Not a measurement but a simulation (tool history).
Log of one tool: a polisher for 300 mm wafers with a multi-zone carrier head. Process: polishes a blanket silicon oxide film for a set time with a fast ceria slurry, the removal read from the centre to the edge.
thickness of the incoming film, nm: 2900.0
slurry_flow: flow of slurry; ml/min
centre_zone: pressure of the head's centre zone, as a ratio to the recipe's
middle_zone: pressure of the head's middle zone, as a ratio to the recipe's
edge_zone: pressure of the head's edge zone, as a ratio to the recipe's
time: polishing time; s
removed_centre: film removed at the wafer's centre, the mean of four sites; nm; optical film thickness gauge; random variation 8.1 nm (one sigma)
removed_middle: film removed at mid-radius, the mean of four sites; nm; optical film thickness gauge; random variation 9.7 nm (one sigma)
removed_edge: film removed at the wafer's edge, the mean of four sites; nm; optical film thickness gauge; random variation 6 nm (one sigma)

run,day,slurry_flow,centre_zone,middle_zone,edge_zone,time,removed_centre,removed_middle,removed_edge
1,0.000,140,1.00,1.00,1.00,60,1217.40,1199.80,1201.90
2,0.342,135,1.01,1.00,0.96,51,1020.40,1023.80,988.58
3,0.383,135,1.01,1.00,1.00,51,1042.20,1028.70,1006.10
4,0.725,130,1.02,0.99,0.97,45,932.47,894.73,878.82
5,0.792,125,1.02,0.99,0.94,41,826.50,785.17,772.06
6,1.125,120,1.02,1.00,0.91,40,796.13,783.48,736.75
7,1.292,115,1.02,0.99,0.89,39,763.27,742.02,712.09
8,1.329,110,1.03,0.99,0.87,38,734.45,696.78,671.96
9,1.517,105,1.03,1.00,0.86,38,708.65,694.92,665.47

Run 10 comes next. What will it give?
10,1.650,100,1.07,1.01,0.81,35,?,?,?

Run 10 gave removed_centre 692.57 nm, removed_middle 647.02 nm, removed_edge 590.65 nm.
